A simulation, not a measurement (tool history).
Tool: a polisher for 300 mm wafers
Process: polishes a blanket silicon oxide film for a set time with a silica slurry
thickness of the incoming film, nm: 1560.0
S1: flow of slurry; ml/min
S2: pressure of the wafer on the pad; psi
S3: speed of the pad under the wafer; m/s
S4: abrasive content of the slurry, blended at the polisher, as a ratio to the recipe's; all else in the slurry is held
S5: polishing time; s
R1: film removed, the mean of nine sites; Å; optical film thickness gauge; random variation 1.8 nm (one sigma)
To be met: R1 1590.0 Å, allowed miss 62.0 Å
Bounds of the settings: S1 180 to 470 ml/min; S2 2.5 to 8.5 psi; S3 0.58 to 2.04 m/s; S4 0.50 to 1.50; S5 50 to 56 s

run  hour   S1   S2    S3    S4  S5      R1
  1   0.0  300  5.5  1.30  1.00  56  2491.1
  2   5.8  300  5.2  1.30  1.00  56  2322.1
  3   8.6  300  5.2  1.30  1.00  50  2144.5
  4  16.0  300  6.2  1.30  1.00  50  2415.7
  5  21.4  300  5.8  1.28  1.00  50  2299.1
  6  22.3  300  5.5  1.28  1.00  50  2184.7
  7  26.1  300  5.2  1.28  1.00  50  2115.8
  8  31.0  300  5.0  1.28  1.00  50  1990.5
  9  32.5  300  4.8  1.28  1.00  50  1986.7
 10  39.1  300  4.6  1.28  1.00  50  1877.1
     43.9  -- head pressure recalibrated
 11  43.9  300  4.5  1.28  1.00  50  1736.8
 12  46.0  300  4.3  1.28  1.00  50  1723.1
 13  50.5  300  4.1  1.28  1.00  50  1670.5
 14  52.5  300  4.1  1.28  1.00  50  1676.4
 15  55.0  300  4.1  1.28  1.00  50  1656.2

Which of these 4 next moves meets every target?
  A  57.5  325  3.9  1.26  1.00  56   ?
  B  57.5  305  4.5  1.26  1.00  50   ?
  C  57.5  360  3.8  1.26  1.05  50   ?
  D  57.5  310  4.5  1.24  0.95  52   ?

move      R1
   A  1784.4
   B  1768.5
   C  1613.6
   D  1774.8
A: further off than the last run
B: further off than the last run
C: meets every target
D: further off than the last run
The right move is C.
